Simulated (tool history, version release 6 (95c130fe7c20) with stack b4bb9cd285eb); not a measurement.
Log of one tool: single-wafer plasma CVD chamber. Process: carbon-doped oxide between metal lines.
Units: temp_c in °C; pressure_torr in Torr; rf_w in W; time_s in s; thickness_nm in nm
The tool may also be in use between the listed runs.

{"run": 1, "hour": 0.0, "temp_c": 350, "pressure_torr": 6.14, "rf_w": 645, "time_s": 9.4, "thickness_nm": 60.175}
{"run": 2, "hour": 3.2, "temp_c": 346, "pressure_torr": 6.47, "rf_w": 660, "time_s": 9.4, "thickness_nm": 62.558}
{"run": 3, "hour": 4.4, "temp_c": 343, "pressure_torr": 6.64, "rf_w": 665, "time_s": 9.4, "thickness_nm": 63.676}
{"run": 4, "hour": 12.4, "temp_c": 341, "pressure_torr": 6.76, "rf_w": 665, "time_s": 9.4, "thickness_nm": 64.07}
{"run": 5, "hour": 15.1, "temp_c": 339, "pressure_torr": 6.87, "rf_w": 665, "time_s": 9.4, "thickness_nm": 64.24}
{"run": 6, "hour": 23.0, "temp_c": 339, "pressure_torr": 6.87, "rf_w": 705, "time_s": 9.4, "thickness_nm": 67.682}
{"run": 7, "hour": 31.4, "temp_c": 341, "pressure_torr": 6.77, "rf_w": 705, "time_s": 9.4, "thickness_nm": 67.198}

Run 8 comes next. What will it give?
{"run": 8, "hour": 33.2, "temp_c": 342, "pressure_torr": 6.69, "rf_w": 705, "time_s": 9.4, "thickness_nm": "?"}

Run 8 gave thickness_nm 67.06 nm.
